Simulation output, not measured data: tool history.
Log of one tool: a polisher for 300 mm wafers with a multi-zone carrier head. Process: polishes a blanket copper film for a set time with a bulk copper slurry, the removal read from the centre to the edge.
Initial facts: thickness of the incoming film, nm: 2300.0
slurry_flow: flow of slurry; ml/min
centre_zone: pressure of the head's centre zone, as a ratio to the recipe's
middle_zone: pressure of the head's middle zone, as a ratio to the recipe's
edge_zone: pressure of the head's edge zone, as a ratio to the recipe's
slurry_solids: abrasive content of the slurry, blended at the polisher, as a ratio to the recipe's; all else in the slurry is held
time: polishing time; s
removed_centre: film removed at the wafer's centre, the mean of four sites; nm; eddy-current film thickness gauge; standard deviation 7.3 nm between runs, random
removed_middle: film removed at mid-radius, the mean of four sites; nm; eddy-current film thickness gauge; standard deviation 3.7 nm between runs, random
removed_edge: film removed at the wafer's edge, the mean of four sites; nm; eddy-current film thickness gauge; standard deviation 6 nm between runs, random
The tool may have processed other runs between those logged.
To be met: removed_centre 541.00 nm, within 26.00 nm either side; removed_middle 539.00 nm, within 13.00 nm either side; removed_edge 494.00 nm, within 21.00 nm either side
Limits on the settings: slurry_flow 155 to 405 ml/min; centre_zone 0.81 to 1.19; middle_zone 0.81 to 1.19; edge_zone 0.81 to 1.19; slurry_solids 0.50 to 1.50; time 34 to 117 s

run  hour  slurry_flow  centre_zone  middle_zone  edge_zone  slurry_solids  time  removed_centre  removed_middle  removed_edge
  1   0.0          260         1.00         1.00       1.00           1.00    75          817.39          817.19        798.68
  2   2.3          260         1.00         1.00       1.00           0.80    75          786.72          774.81        771.65
  3   8.0          260         1.00         1.00       0.98           0.75    72          738.18          748.21        731.13
  4  14.3          260         1.01         1.00       0.96           0.70    69          726.35          705.16        688.76
  5  22.3          260         1.01         1.00       0.96           0.70    85          888.24          871.61        842.68
  6  23.4          260         1.08         1.00       0.96           0.70    85          954.88          868.31        838.60
  7  25.2          260         1.07         1.00       0.94           0.65    80          878.33          798.44        765.30
  8  32.4          260         1.06         1.00       0.92           0.65    76          832.59          772.96        720.76
  9  36.2          245         0.96         0.91       0.83           0.50    55          503.38          491.08        474.63
 10  43.5          255         0.96         0.92       0.83           0.50    55          510.21          493.22        475.02
 11  44.0          260         0.96         0.93       0.83           0.50    55          521.25          497.21        470.44
 12  49.3          260         0.96         0.94       0.84           0.50    55          509.52          498.35        477.54

Which of these 5 next moves meets every target?
  A  54.6          270         0.96         0.88       0.86           0.50    53               ?               ?             ?
  B  54.6          320         1.01         1.03       0.92           0.60    52               ?               ?             ?
  C  54.6          260         1.13         0.91       0.82           0.50    52               ?               ?             ?
  D  54.6          350         1.07         0.87       0.83           0.50    51               ?               ?             ?
  E  54.6          245         0.94         1.06       0.81           0.50    53               ?               ?             ?

move  removed_centre  removed_middle  removed_edge
   A          495.28          459.07        468.28
   B          538.26          538.59        493.12
   C          570.41          460.87        449.23
   D          545.28          447.55        452.09
   E          480.18          530.85        452.64
A: further off than the last run
B: in spec on every target
C: further off than the last run
D: further off than the last run
E: brings the result that was furthest off to its target, and leaves another outside
Correct choice: B, which meets every target
